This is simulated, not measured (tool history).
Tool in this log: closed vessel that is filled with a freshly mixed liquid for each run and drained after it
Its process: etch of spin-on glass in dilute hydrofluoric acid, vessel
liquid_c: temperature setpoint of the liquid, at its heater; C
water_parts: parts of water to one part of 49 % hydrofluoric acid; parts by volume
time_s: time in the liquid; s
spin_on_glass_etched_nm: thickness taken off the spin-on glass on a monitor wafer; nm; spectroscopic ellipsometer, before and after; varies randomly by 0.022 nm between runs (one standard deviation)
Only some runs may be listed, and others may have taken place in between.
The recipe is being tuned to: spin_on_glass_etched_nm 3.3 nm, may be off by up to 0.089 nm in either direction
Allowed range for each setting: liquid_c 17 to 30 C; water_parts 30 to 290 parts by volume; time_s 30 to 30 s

run	hour	liquid_c	water_parts	time_s	spin_on_glass_etched_nm
1	0	22	160	30	4.9939
2	3	21.5	165	30	4.6804
3	9	21.5	165	30	4.6666
4	12.7	21	170	30	4.3986
5	13.9	20.5	175	30	4.1987
6	17.3	20	180	30	4.0221
7	19.4	19.5	185	30	3.7535
8	28.4	19	185	30	3.6547
9	30	18.5	185	30	3.6242

Exercise: of the 5 proposed moves below, exactly one satisfies all targets within the stated allowed misses. Which move is it?
A	31.6	18	195	30	?
B	31.6	18	190	30	?
C	31.6	18.5	190	30	?
D	31.6	20	200	30	?
E	31.6	19	165	30	?

move	spin_on_glass_etched_nm
A	3.35
B	3.4544
C	3.5234
D	3.5149
E	4.2409
A: all results land within tolerance of their targets
B: closer than the last run, but not yet in spec
C: closer than the last run, but not yet in spec
D: closer than the last run, but not yet in spec
E: its largest miss is bigger than the last run's
Answer: A
